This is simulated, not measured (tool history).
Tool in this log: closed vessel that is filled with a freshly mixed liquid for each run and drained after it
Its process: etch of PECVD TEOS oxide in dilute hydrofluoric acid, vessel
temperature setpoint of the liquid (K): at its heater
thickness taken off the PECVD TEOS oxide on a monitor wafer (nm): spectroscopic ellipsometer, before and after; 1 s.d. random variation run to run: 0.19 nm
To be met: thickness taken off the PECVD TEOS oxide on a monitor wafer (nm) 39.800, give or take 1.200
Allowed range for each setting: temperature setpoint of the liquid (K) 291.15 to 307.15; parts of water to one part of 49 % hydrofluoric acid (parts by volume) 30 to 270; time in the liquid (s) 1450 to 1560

run	hour	temperature setpoint of the liquid (K)	parts of water to one part of 49 % hydrofluoric acid (parts by volume)	time in the liquid (s)	thickness taken off the PECVD TEOS oxide on a monitor wafer (nm)
1	0.0	299.15	150	1450	80.978
2	6.2	299.15	150	1560	87.267
3	14.7	297.15	165	1560	72.260
4	18.6	295.65	175	1560	63.319
5	25.4	297.15	175	1560	67.092
6	33.6	297.15	125	1560	100.170
7	42.5	295.65	145	1560	79.129
8	43.9	294.65	160	1560	67.877
9	49.5	293.65	170	1560	60.513
10	54.0	293.15	180	1560	55.700

Consider the 4 candidate settings below. Which is the only one whose results all fall within their allowed miss of target?
A	58.5	294.65	210	1465	?
B	58.5	293.15	230	1485	?
C	58.5	295.65	125	1560	?
D	58.5	293.15	130	1560	?

move	thickness taken off the PECVD TEOS oxide on a monitor wafer (nm)
A	45.418
B	38.945
C	92.482
D	80.043
A: better than the last run, though not everything is in spec
B: every result within its allowed miss
C: its largest miss is bigger than the last run's
D: its largest miss is bigger than the last run's
So the answer is move B, the one that meets all the targets.

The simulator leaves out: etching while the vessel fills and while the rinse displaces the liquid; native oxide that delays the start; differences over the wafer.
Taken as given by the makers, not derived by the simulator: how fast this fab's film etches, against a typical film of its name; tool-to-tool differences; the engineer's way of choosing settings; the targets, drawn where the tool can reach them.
